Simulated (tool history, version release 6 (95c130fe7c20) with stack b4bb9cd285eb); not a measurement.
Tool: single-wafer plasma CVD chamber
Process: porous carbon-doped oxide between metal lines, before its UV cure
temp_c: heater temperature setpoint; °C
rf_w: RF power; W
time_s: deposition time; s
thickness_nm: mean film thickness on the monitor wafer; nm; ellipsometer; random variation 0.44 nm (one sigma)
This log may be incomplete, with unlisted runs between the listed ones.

run	hour	temp_c	rf_w	time_s	thickness_nm
1	0	305	585	27.1	170.27
2	8.1	305	515	27.1	157.98
3	9.8	305	515	27.1	158.22
4	14.7	297	515	27.1	165.98
5	19.4	294	520	27.1	169.77
6	21	294	440	27.1	153.75
7	25	292	460	27.1	159.55
8	30.1	290	475	27.1	164.82
9	35.5	288	485	27.1	168.75
10	40.8	287	495	27.1	171.67
11	41.8	286	500	27.1	174.23

Run 12, settings as shown, results not yet in. Your forecast:
12	49.5	285	505	27.1	?

{"run 12": {"thickness_nm": 176}}
